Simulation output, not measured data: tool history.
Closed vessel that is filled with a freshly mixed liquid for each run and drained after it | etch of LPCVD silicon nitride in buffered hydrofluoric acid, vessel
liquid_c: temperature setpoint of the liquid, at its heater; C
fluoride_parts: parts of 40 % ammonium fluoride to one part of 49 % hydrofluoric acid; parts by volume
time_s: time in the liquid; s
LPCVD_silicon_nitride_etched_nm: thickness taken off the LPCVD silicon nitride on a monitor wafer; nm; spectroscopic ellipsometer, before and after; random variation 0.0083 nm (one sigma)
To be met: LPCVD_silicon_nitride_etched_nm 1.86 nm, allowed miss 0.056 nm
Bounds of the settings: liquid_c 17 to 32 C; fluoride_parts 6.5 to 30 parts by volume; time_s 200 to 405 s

run  hour  liquid_c  fluoride_parts  time_s  LPCVD_silicon_nitride_etched_nm
  1     0        25            19.5     405                           2.6859
  2     2      24.5            19.5     405                           2.5827
  3   3.4      24.5            22.5     405                           2.3183
  4   5.1        24            22.5     405                           2.2764
  5   9.1        24            18.5     405                           2.6623
  6    16        24            18.5     200                           1.3202
  7  22.8      25.5            18.5     200                           1.4325
  8  29.4        25            18.5     200                           1.3983
  9  31.2      24.5              19     200                           1.3192
 10  34.1        25              19     200                           1.3463
 11  43.9      24.5              19     200                           1.3221
 12  52.3        25              19     200                           1.3645
 13  60.4      24.5              19     205                           1.3592
 14  67.7      28.5            18.5     205                           1.7372

5 next moves are on the table. One of them brings every result within its allowed miss. Which?
  A    75      30.5              20     200                                ?
  B    75        30            19.5     200                                ?
  C    75        25              26     350                                ?
  D    75        28              18     200                                ?
  E    75      26.5              16     200                                ?

move  LPCVD_silicon_nitride_etched_nm
   A                           1.7501
   B                           1.7469
   C                           1.8965
   D                           1.6974
   E                           1.7568
A: nearer than the last run, and not there yet
B: nearer than the last run, and not there yet
C: meets every target
D: further off than the last run
E: nearer than the last run, and not there yet
Move C is the one to make.

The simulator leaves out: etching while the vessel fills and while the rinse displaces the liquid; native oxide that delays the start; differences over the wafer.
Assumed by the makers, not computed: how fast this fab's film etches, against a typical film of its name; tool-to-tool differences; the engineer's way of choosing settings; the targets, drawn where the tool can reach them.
